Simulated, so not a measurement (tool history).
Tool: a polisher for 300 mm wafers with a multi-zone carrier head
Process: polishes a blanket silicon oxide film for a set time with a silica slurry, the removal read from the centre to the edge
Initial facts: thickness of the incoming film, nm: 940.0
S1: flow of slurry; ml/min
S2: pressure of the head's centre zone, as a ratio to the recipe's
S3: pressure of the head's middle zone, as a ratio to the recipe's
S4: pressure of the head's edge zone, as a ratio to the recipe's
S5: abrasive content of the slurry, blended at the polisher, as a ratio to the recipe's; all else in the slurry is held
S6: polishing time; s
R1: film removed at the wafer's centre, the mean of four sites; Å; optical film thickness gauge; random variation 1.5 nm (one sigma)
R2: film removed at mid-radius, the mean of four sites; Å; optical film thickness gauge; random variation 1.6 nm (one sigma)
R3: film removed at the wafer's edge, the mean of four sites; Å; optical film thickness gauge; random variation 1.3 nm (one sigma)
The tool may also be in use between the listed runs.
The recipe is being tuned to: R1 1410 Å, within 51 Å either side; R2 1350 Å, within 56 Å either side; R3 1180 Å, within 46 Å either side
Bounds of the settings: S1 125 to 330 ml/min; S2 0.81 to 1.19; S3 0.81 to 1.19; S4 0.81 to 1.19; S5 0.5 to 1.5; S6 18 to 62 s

run	day	S1	S2	S3	S4	S5	S6	R1	R2	R3
1	0	210	1	1	1	1	40	1586.2	1520.1	1479.5
2	0.1	205	1.01	1.01	0.96	0.9	40	1550.2	1518.4	1450.5
3	0.454	205	1.01	1.01	0.96	1.05	40	1590.1	1571.9	1477.7
4	0.538	205	1.01	1.09	0.96	1.05	40	1603.9	1638.2	1500.6
5	0.825	225	1.01	1.09	0.96	1.05	40	1638.6	1672.8	1500
6	1.012	225	1.01	1.09	1.02	1.05	40	1647.3	1710.3	1534.6
7	1.267	245	1.03	1.08	1	0.9	39	1579.1	1561	1433.2
8	1.479	260	1.05	1.1	0.97	0.8	38	1520.1	1509.3	1363.7
9	1.829	260	1.07	1.11	0.94	0.75	38	1507.6	1528.6	1294.7
# day 1.904: worn pad replaced by a new one
10	1.904	250	1.07	1.08	0.92	0.7	38	1581.4	1536.1	1337.5
11	2.188	250	1.07	1.08	0.92	0.65	37	1504.3	1470.7	1287.9

Of the 5 settings listed for the next run, only one would bring every result within its allowed miss of target. Which one?
A	2.471	220	0.94	1.07	0.95	0.55	43	?	?	?
B	2.471	240	1.1	1.1	0.93	0.6	35	?	?	?
C	2.471	240	0.98	0.92	1.08	0.85	36	?	?	?
D	2.471	225	1.1	0.91	1.04	0.65	38	?	?	?
E	2.471	240	0.98	0.83	1.07	0.7	42	?	?	?

move	R1	R2	R3
A	1437.6	1571.2	1419.4
B	1432.3	1364.9	1189.2
C	1479.7	1364.4	1489.2
D	1581.7	1287.1	1395.3
E	1611.9	1366	1617.6
A: its largest miss is bigger than the last run's
B: in spec on every target
C: its largest miss is bigger than the last run's
D: its largest miss is bigger than the last run's
E: its largest miss is bigger than the last run's
Correct choice: B, which meets every target
